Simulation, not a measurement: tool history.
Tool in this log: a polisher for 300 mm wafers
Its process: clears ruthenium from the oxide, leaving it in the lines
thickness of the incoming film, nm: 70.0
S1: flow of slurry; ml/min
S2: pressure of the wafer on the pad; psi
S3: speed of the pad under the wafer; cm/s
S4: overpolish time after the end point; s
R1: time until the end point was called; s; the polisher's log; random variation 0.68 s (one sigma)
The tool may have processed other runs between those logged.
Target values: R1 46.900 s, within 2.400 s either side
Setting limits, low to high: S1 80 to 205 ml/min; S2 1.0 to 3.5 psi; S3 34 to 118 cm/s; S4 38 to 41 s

{"run": 1, "hour": 0.0, "S1": 135, "S2": 2.2, "S3": 76, "S4": 38, "R1": 94.894}
{"run": 2, "hour": 6.1, "S1": 135, "S2": 2.5, "S3": 78, "S4": 38, "R1": 82.283}
{"run": 3, "hour": 8.8, "S1": 135, "S2": 1.9, "S3": 78, "S4": 38, "R1": 105.63}
{"run": 4, "hour": 16.2, "S1": 135, "S2": 2.2, "S3": 80, "S4": 38, "R1": 89.469}
{"run": 5, "hour": 18.4, "S1": 135, "S2": 2.5, "S3": 82, "S4": 38, "R1": 78.387}
{"run": 6, "hour": 25.0, "S1": 135, "S2": 2.5, "S3": 98, "S4": 38, "R1": 64.509}
{"run": 7, "hour": 31.0, "S1": 135, "S2": 2.6, "S3": 98, "S4": 38, "R1": 64.342}
{"run": 8, "hour": 37.6, "S1": 135, "S2": 2.7, "S3": 98, "S4": 38, "R1": 60.884}
{"run": 9, "hour": 42.9, "S1": 135, "S2": 2.8, "S3": 98, "S4": 38, "R1": 59.099}
{"run": 10, "hour": 45.1, "S1": 135, "S2": 2.9, "S3": 98, "S4": 38, "R1": 57.83}
{"run": 11, "hour": 48.8, "S1": 135, "S2": 3.0, "S3": 98, "S4": 38, "R1": 54.22}
{"run": 12, "hour": 52.3, "S1": 135, "S2": 3.1, "S3": 98, "S4": 38, "R1": 52.156}
{"run": 13, "hour": 54.4, "S1": 140, "S2": 3.2, "S3": 98, "S4": 38, "R1": 51.801}

5 candidate next runs follow, results not yet known. Just one meets every target within its allowed miss. Identify it.
{"run": "A", "hour": 56.5, "S1": 120, "S2": 2.8, "S3": 108, "S4": 40, "R1": "?"}
{"run": "B", "hour": 56.5, "S1": 150, "S2": 3.2, "S3": 96, "S4": 41, "R1": "?"}
{"run": "C", "hour": 56.5, "S1": 115, "S2": 3.2, "S3": 96, "S4": 38, "R1": "?"}
{"run": "D", "hour": 56.5, "S1": 150, "S2": 3.5, "S3": 84, "S4": 39, "R1": "?"}
{"run": "E", "hour": 56.5, "S1": 175, "S2": 3.5, "S3": 94, "S4": 41, "R1": "?"}

move=A R1=53.872
move=B R1=50.984
move=C R1=53.491
move=D R1=53.187
move=E R1=46.554
A: its largest miss is bigger than the last run's
B: closes in on the targets versus the last run, not all within tolerance yet
C: its largest miss is bigger than the last run's
D: its largest miss is bigger than the last run's
E: in spec on every target
E meets every target.
